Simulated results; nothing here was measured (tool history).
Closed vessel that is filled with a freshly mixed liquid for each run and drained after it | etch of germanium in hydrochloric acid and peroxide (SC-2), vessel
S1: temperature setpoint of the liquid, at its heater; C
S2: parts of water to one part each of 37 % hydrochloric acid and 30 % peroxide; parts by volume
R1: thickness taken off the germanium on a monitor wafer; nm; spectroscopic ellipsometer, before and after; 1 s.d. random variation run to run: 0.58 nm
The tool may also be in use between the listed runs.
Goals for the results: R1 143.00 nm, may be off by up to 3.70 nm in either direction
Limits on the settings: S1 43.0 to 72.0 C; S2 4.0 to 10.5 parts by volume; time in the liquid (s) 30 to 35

{"run": 1, "hour": 0.0, "S1": 59.0, "S2": 5.5, "time in the liquid (s)": 35, "R1": 126.91}
{"run": 2, "hour": 6.9, "S1": 59.0, "S2": 5.5, "time in the liquid (s)": 35, "R1": 127.25}
{"run": 3, "hour": 15.0, "S1": 59.0, "S2": 5.5, "time in the liquid (s)": 35, "R1": 127.65}
{"run": 4, "hour": 20.2, "S1": 60.0, "S2": 5.5, "time in the liquid (s)": 35, "R1": 130.57}
{"run": 5, "hour": 28.6, "S1": 56.0, "S2": 5.5, "time in the liquid (s)": 35, "R1": 116.65}
{"run": 6, "hour": 35.5, "S1": 56.0, "S2": 4.0, "time in the liquid (s)": 35, "R1": 118.12}
{"run": 7, "hour": 37.2, "S1": 58.0, "S2": 4.0, "time in the liquid (s)": 35, "R1": 124.69}
{"run": 8, "hour": 39.2, "S1": 59.5, "S2": 4.0, "time in the liquid (s)": 35, "R1": 130.6}

Which one of the following 4 next-run settings gets every result inside its allowed miss? There is exactly one.
{"run": "A", "hour": 41.2, "S1": 58.0, "S2": 5.5, "time in the liquid (s)": 35, "R1": "?"}
{"run": "B", "hour": 41.2, "S1": 58.5, "S2": 4.0, "time in the liquid (s)": 35, "R1": "?"}
{"run": "C", "hour": 41.2, "S1": 62.5, "S2": 4.0, "time in the liquid (s)": 35, "R1": "?"}
{"run": "D", "hour": 41.2, "S1": 71.0, "S2": 6.0, "time in the liquid (s)": 30, "R1": "?"}

move=A R1=123.22
move=B R1=126.14
move=C R1=142.36
move=D R1=153.69
A: misses by more than the last run did
B: misses by more than the last run did
C: in spec on every target
D: pushes the last run's worst result past its target
The move that meets every target is C.
